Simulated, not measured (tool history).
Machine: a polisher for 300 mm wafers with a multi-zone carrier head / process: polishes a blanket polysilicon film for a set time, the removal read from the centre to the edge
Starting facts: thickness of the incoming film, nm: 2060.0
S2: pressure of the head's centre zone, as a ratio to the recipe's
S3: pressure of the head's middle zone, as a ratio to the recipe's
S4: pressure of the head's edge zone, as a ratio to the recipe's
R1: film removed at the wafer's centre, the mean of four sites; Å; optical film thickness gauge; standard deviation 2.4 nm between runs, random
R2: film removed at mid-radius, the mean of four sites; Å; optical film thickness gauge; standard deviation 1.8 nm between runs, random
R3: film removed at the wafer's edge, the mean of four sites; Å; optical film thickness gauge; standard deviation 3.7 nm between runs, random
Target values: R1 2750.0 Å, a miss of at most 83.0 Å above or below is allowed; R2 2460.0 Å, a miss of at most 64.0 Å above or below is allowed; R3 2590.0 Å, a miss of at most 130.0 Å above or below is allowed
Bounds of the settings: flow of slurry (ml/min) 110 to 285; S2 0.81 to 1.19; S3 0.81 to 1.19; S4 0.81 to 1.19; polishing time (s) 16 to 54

{"run": 1, "day": 0.0, "flow of slurry (ml/min)": 180, "S2": 1.0, "S3": 1.0, "S4": 1.0, "polishing time (s)": 35, "R1": 1861.3, "R2": 1871.5, "R3": 1846.5}
{"run": 2, "day": 0.254, "flow of slurry (ml/min)": 180, "S2": 1.0, "S3": 1.0, "S4": 1.0, "polishing time (s)": 39, "R1": 2064.7, "R2": 2079.3, "R3": 2085.0}
{"run": 3, "day": 0.288, "flow of slurry (ml/min)": 180, "S2": 1.0, "S3": 1.0, "S4": 1.06, "polishing time (s)": 39, "R1": 2077.6, "R2": 2077.7, "R3": 2095.1}
{"run": 4, "day": 0.433, "flow of slurry (ml/min)": 180, "S2": 1.08, "S3": 1.0, "S4": 1.06, "polishing time (s)": 39, "R1": 2232.3, "R2": 2051.7, "R3": 2104.6}
{"run": 5, "day": 0.55, "flow of slurry (ml/min)": 145, "S2": 1.08, "S3": 1.0, "S4": 1.06, "polishing time (s)": 39, "R1": 2083.9, "R2": 1986.7, "R3": 2038.9}
{"run": 6, "day": 0.604, "flow of slurry (ml/min)": 165, "S2": 1.08, "S3": 1.0, "S4": 1.08, "polishing time (s)": 40, "R1": 2242.5, "R2": 2080.4, "R3": 2179.7}
{"day": 0.742, "done": "worn pad replaced by a new one"}
{"run": 7, "day": 0.742, "flow of slurry (ml/min)": 215, "S2": 1.1, "S3": 1.09, "S4": 1.18, "polishing time (s)": 41, "R1": 2568.5, "R2": 2522.1, "R3": 2559.0}
{"run": 8, "day": 0.925, "flow of slurry (ml/min)": 215, "S2": 1.11, "S3": 1.08, "S4": 1.18, "polishing time (s)": 41, "R1": 2588.3, "R2": 2491.5, "R3": 2497.2}
{"run": 9, "day": 1.108, "flow of slurry (ml/min)": 215, "S2": 1.11, "S3": 1.07, "S4": 1.18, "polishing time (s)": 41, "R1": 2592.8, "R2": 2502.7, "R3": 2531.9}

Pick the move, out of 4, that brings all results within their allowed miss; only one does.
{"run": "A", "day": 1.292, "flow of slurry (ml/min)": 200, "S2": 1.16, "S3": 0.94, "S4": 1.19, "polishing time (s)": 42, "R1": "?", "R2": "?", "R3": "?"}
{"run": "B", "day": 1.292, "flow of slurry (ml/min)": 245, "S2": 1.12, "S3": 0.99, "S4": 1.13, "polishing time (s)": 42, "R1": "?", "R2": "?", "R3": "?"}
{"run": "C", "day": 1.292, "flow of slurry (ml/min)": 220, "S2": 1.08, "S3": 1.12, "S4": 1.17, "polishing time (s)": 41, "R1": "?", "R2": "?", "R3": "?"}
{"run": "D", "day": 1.292, "flow of slurry (ml/min)": 230, "S2": 1.19, "S3": 0.99, "S4": 1.08, "polishing time (s)": 40, "R1": "?", "R2": "?", "R3": "?"}

move=A R1=2715.7 R2=2282.6 R3=2571.4
move=B R1=2720.7 R2=2431.4 R3=2555.0
move=C R1=2537.2 R2=2548.7 R3=2509.2
move=D R1=2704.0 R2=2296.5 R3=2363.8
A: the furthest-off result lands on target, but another misses its tolerance
B: all results in spec
C: further off than the last run
D: the furthest-off result lands on target, but another misses its tolerance
B is the move that brings every result within its allowed miss.
